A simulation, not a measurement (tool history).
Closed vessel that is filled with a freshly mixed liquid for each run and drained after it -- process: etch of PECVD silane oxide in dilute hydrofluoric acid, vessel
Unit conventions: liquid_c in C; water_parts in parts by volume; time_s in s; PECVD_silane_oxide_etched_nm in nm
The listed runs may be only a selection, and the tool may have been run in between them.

run,day,liquid_c,water_parts,time_s,PECVD_silane_oxide_etched_nm
1,0,23,100,180,54.464
2,0.212,24,95,180,59.517
3,0.338,25,90,180,64.974
4,0.521,25,90,180,64.899
5,0.579,25.5,85,180,71.003
6,0.671,28,85,180,78.283

Run 7 is up next; what results do you expect?
# day 0.738: hydrofluoric acid flow meter replaced
7,0.738,28.5,85,180,?

For run 7 the tool returned PECVD_silane_oxide_etched_nm 75.299 nm.
